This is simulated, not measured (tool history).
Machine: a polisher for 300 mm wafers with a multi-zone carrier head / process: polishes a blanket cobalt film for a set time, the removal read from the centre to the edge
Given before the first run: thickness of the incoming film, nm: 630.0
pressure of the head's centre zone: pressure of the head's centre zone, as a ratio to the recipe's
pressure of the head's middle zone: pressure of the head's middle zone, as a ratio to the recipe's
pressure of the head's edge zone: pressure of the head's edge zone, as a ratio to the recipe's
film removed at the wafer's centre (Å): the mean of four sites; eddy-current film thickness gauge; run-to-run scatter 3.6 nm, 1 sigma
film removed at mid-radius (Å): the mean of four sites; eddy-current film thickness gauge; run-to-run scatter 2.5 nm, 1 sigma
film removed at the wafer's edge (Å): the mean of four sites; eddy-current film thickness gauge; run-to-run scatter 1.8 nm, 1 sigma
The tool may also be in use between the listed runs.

run    day  flow of slurry (ml/min)  pressure of the head's centre zone  pressure of the head's middle zone  pressure of the head's edge zone  polishing time (s)  film removed at the wafer's centre (Å)  film removed at mid-radius (Å)  film removed at the wafer's edge (Å)
  1      0                      285                                   1                                   1                                 1                  49                                  1757.8                          1764.1                                  1706
  2  0.183                      260                                   1                                   1                                 1                  49                                  1719.8                          1732.2                                1693.2
  3  0.429                      260                                0.92                                   1                                 1                  49                                  1601.1                          1717.4                                1686.1
  4  0.579                      260                                0.84                                   1                                 1                  49                                  1466.8                          1734.2                                1689.1
  5  0.946                      275                                 0.9                                1.02                              1.03                  53                                  1719.5                          1888.6                                1852.2
  6  1.038                      275                                 0.9                                0.95                              1.03                  53                                  1706.7                          1792.7                                  1864

Estimate the outcome of run 7 from the log above:
  7  1.371                      285                                0.93                                0.99                              1.05                  56                                       ?                               ?                                     ?

film removed at the wafer's centre (Å): 1868.2
film removed at mid-radius (Å): 1953.6
film removed at the wafer's edge (Å): 1980.5
